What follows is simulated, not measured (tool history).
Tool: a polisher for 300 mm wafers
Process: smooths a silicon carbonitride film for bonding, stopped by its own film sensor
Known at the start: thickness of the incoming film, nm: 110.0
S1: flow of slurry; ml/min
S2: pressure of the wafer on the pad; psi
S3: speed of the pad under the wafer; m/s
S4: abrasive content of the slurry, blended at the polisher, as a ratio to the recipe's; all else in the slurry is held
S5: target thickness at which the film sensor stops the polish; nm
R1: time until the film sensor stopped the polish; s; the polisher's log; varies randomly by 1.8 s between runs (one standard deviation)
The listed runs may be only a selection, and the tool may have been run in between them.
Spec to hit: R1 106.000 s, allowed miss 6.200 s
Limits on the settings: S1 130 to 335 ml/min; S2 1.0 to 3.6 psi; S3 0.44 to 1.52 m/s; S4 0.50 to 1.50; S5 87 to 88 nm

{"run": 1, "hour": 0.0, "S1": 215, "S2": 2.3, "S3": 0.98, "S4": 1.0, "S5": 88, "R1": 71.639}
{"run": 2, "hour": 7.5, "S1": 215, "S2": 2.1, "S3": 0.96, "S4": 1.0, "S5": 88, "R1": 80.219}
{"run": 3, "hour": 10.3, "S1": 250, "S2": 2.1, "S3": 0.96, "S4": 1.0, "S5": 88, "R1": 80.768}
{"run": 4, "hour": 11.3, "S1": 250, "S2": 2.1, "S3": 1.06, "S4": 1.0, "S5": 88, "R1": 74.866}
{"hour": 16.3, "done": "slurry nozzle cleaned"}
{"run": 5, "hour": 16.3, "S1": 250, "S2": 2.4, "S3": 1.06, "S4": 1.0, "S5": 88, "R1": 64.771}
{"run": 6, "hour": 19.5, "S1": 250, "S2": 2.2, "S3": 1.04, "S4": 1.0, "S5": 88, "R1": 70.642}
{"run": 7, "hour": 25.5, "S1": 250, "S2": 2.0, "S3": 1.02, "S4": 1.0, "S5": 88, "R1": 76.449}
{"run": 8, "hour": 33.0, "S1": 250, "S2": 2.0, "S3": 1.02, "S4": 1.0, "S5": 88, "R1": 75.486}
{"run": 9, "hour": 40.6, "S1": 250, "S2": 1.8, "S3": 1.0, "S4": 1.0, "S5": 88, "R1": 85.782}

Next run, 5 choices. One meets every target within its allowed miss, the rest don't. Which?
{"run": "A", "hour": 48.2, "S1": 255, "S2": 1.4, "S3": 0.94, "S4": 0.95, "S5": 88, "R1": "?"}
{"run": "B", "hour": 48.2, "S1": 235, "S2": 1.7, "S3": 0.94, "S4": 1.0, "S5": 87, "R1": "?"}
{"run": "C", "hour": 48.2, "S1": 270, "S2": 1.6, "S3": 1.06, "S4": 0.9, "S5": 88, "R1": "?"}
{"run": "D", "hour": 48.2, "S1": 250, "S2": 1.8, "S3": 0.92, "S4": 0.95, "S5": 88, "R1": "?"}
{"run": "E", "hour": 48.2, "S1": 250, "S2": 2.0, "S3": 1.06, "S4": 0.9, "S5": 88, "R1": "?"}

move=A R1=108.750
move=B R1=96.837
move=C R1=94.605
move=D R1=92.931
move=E R1=81.133
A: all results land within tolerance of their targets
B: gains on the last run, yet a result remains outside its allowed miss
C: gains on the last run, yet a result remains outside its allowed miss
D: gains on the last run, yet a result remains outside its allowed miss
E: its largest miss is bigger than the last run's
A is the move that brings every result within its allowed miss.
